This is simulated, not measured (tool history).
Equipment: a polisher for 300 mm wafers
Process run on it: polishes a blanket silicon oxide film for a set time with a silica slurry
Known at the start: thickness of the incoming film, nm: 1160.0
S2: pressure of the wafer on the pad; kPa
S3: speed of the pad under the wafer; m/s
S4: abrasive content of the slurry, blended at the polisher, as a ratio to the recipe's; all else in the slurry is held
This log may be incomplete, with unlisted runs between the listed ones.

{"run": 1, "hour": 0.0, "flow of slurry (ml/min)": 310, "S2": 26.2, "S3": 1.08, "S4": 1.0, "polishing time (s)": 17, "film removed (angstrom)": 413.55}
{"run": 2, "hour": 1.7, "flow of slurry (ml/min)": 310, "S2": 26.2, "S3": 1.08, "S4": 1.0, "polishing time (s)": 17, "film removed (angstrom)": 408.48}
{"run": 3, "hour": 8.6, "flow of slurry (ml/min)": 310, "S2": 26.9, "S3": 1.08, "S4": 1.0, "polishing time (s)": 17, "film removed (angstrom)": 412.09}
{"run": 4, "hour": 12.2, "flow of slurry (ml/min)": 310, "S2": 26.9, "S3": 1.08, "S4": 0.95, "polishing time (s)": 17, "film removed (angstrom)": 401.27}
{"run": 5, "hour": 14.0, "flow of slurry (ml/min)": 310, "S2": 26.9, "S3": 0.94, "S4": 0.95, "polishing time (s)": 17, "film removed (angstrom)": 365.91}
{"run": 6, "hour": 16.3, "flow of slurry (ml/min)": 340, "S2": 26.9, "S3": 0.94, "S4": 0.95, "polishing time (s)": 17, "film removed (angstrom)": 372.89}
{"run": 7, "hour": 19.0, "flow of slurry (ml/min)": 345, "S2": 28.3, "S3": 0.94, "S4": 0.95, "polishing time (s)": 17, "film removed (angstrom)": 388.99}
{"run": 8, "hour": 20.7, "flow of slurry (ml/min)": 345, "S2": 35.2, "S3": 0.96, "S4": 0.95, "polishing time (s)": 17, "film removed (angstrom)": 492.04}
{"run": 9, "hour": 22.1, "flow of slurry (ml/min)": 345, "S2": 35.9, "S3": 0.96, "S4": 0.95, "polishing time (s)": 17, "film removed (angstrom)": 496.47}
{"run": 10, "hour": 28.7, "flow of slurry (ml/min)": 345, "S2": 36.5, "S3": 0.96, "S4": 0.95, "polishing time (s)": 17, "film removed (angstrom)": 503.65}
{"run": 11, "hour": 35.2, "flow of slurry (ml/min)": 350, "S2": 37.2, "S3": 0.96, "S4": 0.95, "polishing time (s)": 17, "film removed (angstrom)": 517.17}
{"run": 12, "hour": 42.9, "flow of slurry (ml/min)": 350, "S2": 37.9, "S3": 0.96, "S4": 0.95, "polishing time (s)": 17, "film removed (angstrom)": 521.17}
{"run": 13, "hour": 46.4, "flow of slurry (ml/min)": 350, "S2": 37.9, "S3": 0.96, "S4": 0.95, "polishing time (s)": 17, "film removed (angstrom)": 521.68}

Expected results for the next run?
{"run": 14, "hour": 50.9, "flow of slurry (ml/min)": 360, "S2": 39.3, "S3": 1.0, "S4": 0.95, "polishing time (s)": 17, "film removed (angstrom)": "?"}

Run 14 gave film removed (angstrom) 567.69.
